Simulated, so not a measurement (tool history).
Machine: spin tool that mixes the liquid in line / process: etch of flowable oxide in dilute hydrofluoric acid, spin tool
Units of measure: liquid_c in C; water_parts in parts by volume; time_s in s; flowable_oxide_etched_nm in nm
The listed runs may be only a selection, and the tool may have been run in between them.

Run 1, hour 0: liquid_c 21 C, water_parts 60 parts by volume, time_s 50 s. Result: flowable_oxide_etched_nm 20.44 nm.
Run 2, hour 2.2: liquid_c 21 C, water_parts 60 parts by volume, time_s 50 s. Result: flowable_oxide_etched_nm 20.736 nm.
Run 3, hour 8: liquid_c 23 C, water_parts 55 parts by volume, time_s 50 s. Result: flowable_oxide_etched_nm 25.058 nm.
Run 4, hour 13.7: liquid_c 23 C, water_parts 45 parts by volume, time_s 50 s. Result: flowable_oxide_etched_nm 30.304 nm.
Run 5, hour 20: liquid_c 24.5 C, water_parts 45 parts by volume, time_s 50 s. Result: flowable_oxide_etched_nm 32.24 nm.
Run 6, hour 26.9: liquid_c 25.5 C, water_parts 45 parts by volume, time_s 50 s. Result: flowable_oxide_etched_nm 34.286 nm.

For run 7, what comes out?
Run 7, hour 28.8: liquid_c 26.5 C, water_parts 45 parts by volume, time_s 50 s. Result: flowable_oxide_etched_nm ?.

Logged for run 7: flowable_oxide_etched_nm 35.344 nm.

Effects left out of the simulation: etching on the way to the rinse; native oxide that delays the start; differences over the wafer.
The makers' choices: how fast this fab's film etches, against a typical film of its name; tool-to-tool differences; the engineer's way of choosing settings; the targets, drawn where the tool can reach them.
